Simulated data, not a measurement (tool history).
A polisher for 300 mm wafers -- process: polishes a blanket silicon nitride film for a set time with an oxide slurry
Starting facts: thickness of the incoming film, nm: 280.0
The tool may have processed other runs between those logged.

run,hour,flow of slurry (ml/min),pressure of the wafer on the pad (psi),speed of the pad under the wafer (cm/s),abrasive content of the slurry,polishing time (s),film removed (angstrom)
1,0,135,3,130,1,117,439.49
2,1.2,135,3,130,0.9,117,410.1
3,9,135,3,110,0.9,117,371.44
4,15.5,140,3.3,116,0.9,117,415.34
5,23,140,3.6,126,0.9,117,468.67
6,31.8,140,4.1,126,0.9,117,508.3
7,36.7,140,4.1,126,0.9,117,513.82
8,37.5,160,4.6,162,0.95,117,708.2

Predict the results of run 9:
9,43,160,4.6,166,0.95,117,?

Run 9 came out at film removed (angstrom) 714.07.
